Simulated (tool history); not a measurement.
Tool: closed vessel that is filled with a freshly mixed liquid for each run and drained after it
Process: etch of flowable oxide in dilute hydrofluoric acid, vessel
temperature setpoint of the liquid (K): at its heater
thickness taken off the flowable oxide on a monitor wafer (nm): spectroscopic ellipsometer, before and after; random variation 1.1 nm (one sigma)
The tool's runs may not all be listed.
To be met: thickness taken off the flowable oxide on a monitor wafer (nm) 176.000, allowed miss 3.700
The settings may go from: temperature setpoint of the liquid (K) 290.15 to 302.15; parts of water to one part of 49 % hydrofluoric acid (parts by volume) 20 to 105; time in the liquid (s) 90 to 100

run    day  temperature setpoint of the liquid (K)  parts of water to one part of 49 % hydrofluoric acid (parts by volume)  time in the liquid (s)  thickness taken off the flowable oxide on a monitor wafer (nm)
  1  0.000                                  294.15                                                                      55                      90                                                          57.456
  2  0.083                                  294.15                                                                      55                      90                                                          57.709
  3  0.300                                  290.65                                                                      55                      90                                                          49.296
  4  0.629                                  290.65                                                                      70                      90                                                          38.767
  5  0.742                                  292.65                                                                      70                      90                                                          42.303
  6  1.017                                  292.65                                                                      70                      90                                                          41.730
  7  1.071                                  294.65                                                                      60                      90                                                          53.007
  8  1.183                                  294.65                                                                      60                      90                                                          53.941
  9  1.538                                  296.15                                                                      55                      90                                                          63.440
 10  1.696                                  296.15                                                                      55                      90                                                          62.418
 11  1.908                                  300.15                                                                      30                      95                                                         147.860
 12  2.233                                  300.65                                                                      30                      95                                                         151.890
 13  2.312                                  301.15                                                                      30                      95                                                         154.620
 14  2.354                                  301.65                                                                      30                      95                                                         155.490
 15  2.717                                  302.15                                                                      25                      95                                                         191.870
 16  2.804                                  302.15                                                                      25                      95                                                         194.850
 17  2.958                                  301.65                                                                      25                      95                                                         189.030
 18  3.096                                  301.15                                                                      25                      95                                                         184.380

Which of these 4 next moves meets every target?
  A  3.233                                  302.15                                                                      25                      95                                                               ?
  B  3.233                                  301.65                                                                      25                     100                                                               ?
  C  3.233                                  299.65                                                                      25                      95                                                               ?
  D  3.233                                  300.65                                                                      25                      95                                                               ?

move  thickness taken off the flowable oxide on a monitor wafer (nm)
   A                                                         193.570
   B                                                         199.660
   C                                                         174.750
   D                                                         182.090
A: further off than the last run
B: further off than the last run
C: meets every target
D: nearer than the last run, and not there yet
Answer: C
